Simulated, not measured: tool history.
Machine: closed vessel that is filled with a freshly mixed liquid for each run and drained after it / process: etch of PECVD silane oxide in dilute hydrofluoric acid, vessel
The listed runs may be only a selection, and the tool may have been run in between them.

run,hour,temperature setpoint of the liquid (°C),parts of water to one part of 49 % hydrofluoric acid (parts by volume),time in the liquid (s),thickness taken off the PECVD silane oxide on a monitor wafer (Å)
1,0,24,250,210,168.34
2,3.1,26,235,210,193.85
3,7.2,26,235,210,192.35
4,14.3,26,310,210,135.69
5,17.7,27.5,280,210,162.7
6,19.5,28.5,255,210,190.02
7,28.2,29.5,235,210,217.98
8,35.8,30,220,210,241.14

Predict the results of run 9:
9,44.1,32,180,210,?

Run 9 produced thickness taken off the PECVD silane oxide on a monitor wafer (Å) 332.23.

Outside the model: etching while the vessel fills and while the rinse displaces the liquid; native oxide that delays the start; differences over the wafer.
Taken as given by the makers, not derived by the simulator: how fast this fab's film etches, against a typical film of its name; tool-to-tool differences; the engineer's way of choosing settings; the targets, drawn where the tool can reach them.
